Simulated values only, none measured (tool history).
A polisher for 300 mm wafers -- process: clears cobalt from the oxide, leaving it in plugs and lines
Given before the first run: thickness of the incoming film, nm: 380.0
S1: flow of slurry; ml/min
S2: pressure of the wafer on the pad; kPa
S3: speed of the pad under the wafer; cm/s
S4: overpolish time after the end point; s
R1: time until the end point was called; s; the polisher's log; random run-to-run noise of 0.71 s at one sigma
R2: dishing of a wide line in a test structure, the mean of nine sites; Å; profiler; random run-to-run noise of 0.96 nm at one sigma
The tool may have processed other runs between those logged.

run	day	S1	S2	S3	S4	R1	R2
1	0.000	225	15.9	126	11	49.216	418.83
2	0.092	225	15.9	126	14	49.112	475.91
3	0.350	265	15.9	126	14	48.091	502.81
4	0.688	255	13.1	126	15	58.047	452.53
5	0.796	250	11.7	126	16	64.667	454.30
6	0.817	250	11.7	126	21	63.981	500.25
7	0.950	240	10.3	126	20	71.970	467.45
8	1.238	225	9.7	126	19	79.595	440.62

Run 9 has not been measured yet. What should we expect?
9	1.504	215	9.7	126	18	?	?

R1: 79.374 s
R2: 432.11 Å

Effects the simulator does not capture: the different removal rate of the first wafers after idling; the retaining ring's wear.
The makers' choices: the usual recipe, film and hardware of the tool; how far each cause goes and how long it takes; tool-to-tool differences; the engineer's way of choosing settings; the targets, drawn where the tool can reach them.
